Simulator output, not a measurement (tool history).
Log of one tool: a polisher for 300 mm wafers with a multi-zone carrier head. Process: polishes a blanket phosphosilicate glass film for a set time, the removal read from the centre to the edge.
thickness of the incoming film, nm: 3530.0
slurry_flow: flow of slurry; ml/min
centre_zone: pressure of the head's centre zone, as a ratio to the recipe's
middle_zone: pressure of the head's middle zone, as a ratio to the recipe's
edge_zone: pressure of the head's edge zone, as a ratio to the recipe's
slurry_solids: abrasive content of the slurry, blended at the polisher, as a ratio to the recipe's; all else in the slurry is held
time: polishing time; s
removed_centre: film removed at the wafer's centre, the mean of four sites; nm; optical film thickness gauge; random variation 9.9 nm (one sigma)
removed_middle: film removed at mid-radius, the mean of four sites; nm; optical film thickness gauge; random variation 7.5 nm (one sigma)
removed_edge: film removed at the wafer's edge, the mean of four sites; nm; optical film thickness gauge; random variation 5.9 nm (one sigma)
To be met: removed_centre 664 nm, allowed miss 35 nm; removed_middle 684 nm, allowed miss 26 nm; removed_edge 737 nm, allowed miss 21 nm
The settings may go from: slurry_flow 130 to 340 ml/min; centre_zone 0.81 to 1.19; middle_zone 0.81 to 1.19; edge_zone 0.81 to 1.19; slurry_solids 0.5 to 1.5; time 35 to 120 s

run	hour	slurry_flow	centre_zone	middle_zone	edge_zone	slurry_solids	time	removed_centre	removed_middle	removed_edge
1	0	220	1	1	1	1	77	478.39	467.61	465.09
2	6.2	250	1	1	1	1	77	484.57	488.12	467.67
3	7.2	245	0.99	1	1.01	1.05	79	490.43	502.43	493.85
4	10.3	240	1	1	1.02	1.1	80	517.45	512.52	501.66
5	16.5	240	1	1	0.98	1.1	80	490.43	511.78	495.61
6	25.4	210	1	1	0.98	1.1	80	492.69	486.38	484.52
7	32.5	215	0.99	1	1	1.15	82	503.51	526.67	506.06
8	35.6	220	0.98	0.98	1.02	1.2	84	538.99	525.82	544.24
9	36.6	225	0.97	0.98	1.04	1.25	85	541.04	542.85	560.52
10	41.4	210	0.96	0.95	1.13	1.5	100	650.93	661	716.12

5 next moves are on the table. One of them brings every result within its allowed miss. Which?
A	46.2	200	0.96	0.92	1.14	1.45	99	?	?	?
B	46.2	225	1	0.9	1.08	1.5	100	?	?	?
C	46.2	225	0.9	0.87	1.19	1.5	104	?	?	?
D	46.2	165	1.02	0.84	1.11	1.45	106	?	?	?
E	46.2	225	0.93	0.94	1.08	1.5	104	?	?	?

move	removed_centre	removed_middle	removed_edge
A	625.45	616.55	691.89
B	675.44	627.43	694
C	631.56	636.5	758.88
D	689.72	599.98	716.83
E	653.08	674.47	721.41
A: further off than the last run
B: further off than the last run
C: takes the result that was furthest off past its target
D: brings the result that was furthest off to its target, and leaves another outside
E: meets every target
Answer: E
